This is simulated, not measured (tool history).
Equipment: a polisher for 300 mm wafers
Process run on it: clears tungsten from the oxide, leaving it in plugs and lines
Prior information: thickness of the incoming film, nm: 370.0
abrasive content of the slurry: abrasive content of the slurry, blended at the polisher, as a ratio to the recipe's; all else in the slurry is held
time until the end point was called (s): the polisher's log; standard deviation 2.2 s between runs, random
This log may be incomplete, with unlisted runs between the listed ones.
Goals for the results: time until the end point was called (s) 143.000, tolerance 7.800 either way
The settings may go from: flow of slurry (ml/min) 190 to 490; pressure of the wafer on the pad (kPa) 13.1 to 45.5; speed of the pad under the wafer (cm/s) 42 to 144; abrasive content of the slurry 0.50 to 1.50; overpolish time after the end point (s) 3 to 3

run	hour	flow of slurry (ml/min)	pressure of the wafer on the pad (kPa)	speed of the pad under the wafer (cm/s)	abrasive content of the slurry	overpolish time after the end point (s)	time until the end point was called (s)
1	0.0	315	29.0	92	1.00	3	91.363
2	7.4	345	29.0	92	1.00	3	88.112
3	14.6	340	26.9	92	1.00	3	94.994
4	17.3	335	24.8	92	1.00	3	104.620
5	24.8	335	24.8	92	1.20	3	102.210
6	27.3	335	21.4	92	1.20	3	114.980
7	28.4	335	21.4	92	1.20	3	118.890
8	35.8	335	15.9	90	1.20	3	163.260
9	39.5	335	16.5	90	1.20	3	149.560
10	44.4	335	16.5	90	1.20	3	148.840

Exercise: of the 4 proposed moves below, exactly one satisfies all targets within the stated allowed misses. Which move is it?
A	49.3	345	16.5	88	1.25	3	?
B	49.3	410	15.2	106	1.20	3	?
C	49.3	360	15.9	82	1.25	3	?
D	49.3	270	20.7	90	1.15	3	?

move	time until the end point was called (s)
A	155.030
B	139.650
C	172.220
D	127.420
A: further off than the last run
B: all results land within tolerance of their targets
C: further off than the last run
D: takes the result that was furthest off past its target
The right move is B.
